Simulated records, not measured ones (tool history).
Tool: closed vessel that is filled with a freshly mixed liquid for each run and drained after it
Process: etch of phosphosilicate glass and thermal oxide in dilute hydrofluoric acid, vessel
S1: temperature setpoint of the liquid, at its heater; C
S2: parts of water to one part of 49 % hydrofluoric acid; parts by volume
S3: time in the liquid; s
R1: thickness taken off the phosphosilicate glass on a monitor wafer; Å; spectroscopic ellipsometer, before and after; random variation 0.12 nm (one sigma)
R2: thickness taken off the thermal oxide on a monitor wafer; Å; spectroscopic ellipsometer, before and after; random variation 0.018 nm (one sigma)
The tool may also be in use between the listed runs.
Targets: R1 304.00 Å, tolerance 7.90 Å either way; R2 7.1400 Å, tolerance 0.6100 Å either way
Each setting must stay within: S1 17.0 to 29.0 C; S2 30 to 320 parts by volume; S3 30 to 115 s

run    day    S1   S2  S3      R1       R2
  1  0.000  21.0  175  60  517.70  12.1680
  2  0.288  20.5  185  60  476.17  10.8910
  3  0.604  20.0  195  60  437.67  10.0660
  4  0.646  19.5  200  60  416.12  10.0300
  5  0.779  19.5  170  60  502.43  11.7150
  6  0.875  19.0  180  60  465.33  10.9530
  7  1.046  18.5  190  60  423.52  10.0110
  8  1.100  18.5  190  60  427.73   9.5151
  9  1.338  18.5  200  60  399.98   9.2180
 10  1.621  18.5  205  60  389.86   8.8541
 11  1.696  18.5  210  60  379.86   8.9887

Of the 4 settings listed for the next run, only one would bring every result within its allowed miss of target. Which one?
  A  1.771  17.5  105  35   ?   ?
  B  1.771  19.0  195  60   ?   ?
  C  1.771  17.0  170  40   ?   ?
  D  1.771  17.0  115  30   ?   ?

move      R1       R2
   A  470.50  10.7620
   B  421.76   9.6468
   C  305.02   6.9765
   D  356.90   8.1631
A: misses by more than the last run did
B: misses by more than the last run did
C: all results land within tolerance of their targets
D: closer than the last run, but not yet in spec
So the answer is move C, the one that meets all the targets.
